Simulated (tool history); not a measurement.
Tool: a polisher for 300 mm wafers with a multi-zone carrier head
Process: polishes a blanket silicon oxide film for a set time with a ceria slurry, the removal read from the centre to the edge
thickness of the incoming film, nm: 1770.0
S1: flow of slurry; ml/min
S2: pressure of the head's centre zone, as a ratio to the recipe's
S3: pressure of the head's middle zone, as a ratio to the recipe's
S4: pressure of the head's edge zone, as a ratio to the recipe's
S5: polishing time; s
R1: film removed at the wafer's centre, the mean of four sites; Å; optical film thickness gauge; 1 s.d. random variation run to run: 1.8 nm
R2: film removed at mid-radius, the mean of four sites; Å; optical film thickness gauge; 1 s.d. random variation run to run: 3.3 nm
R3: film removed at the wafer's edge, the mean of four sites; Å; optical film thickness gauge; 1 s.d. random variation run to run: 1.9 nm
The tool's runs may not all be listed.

run  hour   S1    S2    S3    S4  S5      R1      R2      R3
  1     0  160     1     1     1  37  2182.5  2194.1  2121.3
  2   6.4  170  0.99     1  1.05  40    2374  2406.6  2385.3
  3  14.1  170  0.99  0.93  1.05  40  2385.3    2259  2411.4
  4  18.9  170  0.99  0.93     1  40  2353.2  2254.9  2348.5
  5    25  130  0.99  0.93     1  40  2230.3  2109.4  2244.4
  6  30.3  155  0.98  0.94  1.05  41  2346.7  2328.9  2410.2
  7  35.4  175  0.97  0.93  1.09  42  2439.4  2411.4  2557.3

For run 8, what comes out?
  8  40.1  190  0.96  0.93  1.12  43   ?   ?   ?

{"run 8": {"R1": 2514.1, "R2": 2446.4, "R3": 2665.9}}

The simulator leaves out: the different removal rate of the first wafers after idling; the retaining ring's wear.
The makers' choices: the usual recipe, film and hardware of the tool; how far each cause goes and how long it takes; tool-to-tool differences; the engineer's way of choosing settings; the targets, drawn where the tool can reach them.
